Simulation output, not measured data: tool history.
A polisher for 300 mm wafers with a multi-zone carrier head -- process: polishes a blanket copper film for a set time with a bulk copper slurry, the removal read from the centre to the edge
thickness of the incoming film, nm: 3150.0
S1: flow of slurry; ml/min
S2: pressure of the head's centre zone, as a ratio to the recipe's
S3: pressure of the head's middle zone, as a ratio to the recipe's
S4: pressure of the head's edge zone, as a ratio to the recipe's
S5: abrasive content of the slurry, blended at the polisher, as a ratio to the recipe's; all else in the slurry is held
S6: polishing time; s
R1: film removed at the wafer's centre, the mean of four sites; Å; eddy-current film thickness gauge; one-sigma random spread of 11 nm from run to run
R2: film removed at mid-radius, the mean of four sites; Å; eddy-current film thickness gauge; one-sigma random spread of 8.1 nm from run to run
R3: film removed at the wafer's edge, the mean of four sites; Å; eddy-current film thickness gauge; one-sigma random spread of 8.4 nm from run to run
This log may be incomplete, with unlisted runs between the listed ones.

run  hour   S1    S2    S3    S4    S5  S6      R1      R2      R3
  1     0  245     1     1     1     1  84  8590.4    8485  8668.9
  2   3.2  245  0.92     1     1     1  84  7844.3    8525  8544.1
  3   7.6  245  0.85     1     1     1  84  7369.5  8382.3  8471.9
  4     9  245  0.85     1     1   1.1  84  7373.2  8566.9  8814.1
  5  17.4  260  0.92     1  1.03  1.15  84  8107.5  8616.9  8904.2
  6  22.6  260  0.89     1  1.03  1.15  84  8011.9  8868.2  8956.6
  7  29.7  260  0.92  0.98  1.05  1.25  85  8552.9  8964.3  9194.5
  8    35  260  0.93  0.95  1.08   1.3  87  9065.7    9112  9644.7

Run 9 has not been measured yet. What should we expect?
  9  35.8  265  0.94  0.94  1.11  1.35  87   ?   ?   ?

Run 9 came out at R1 8985.6 Å, R2 9131.3 Å, R3 9832.9 Å.
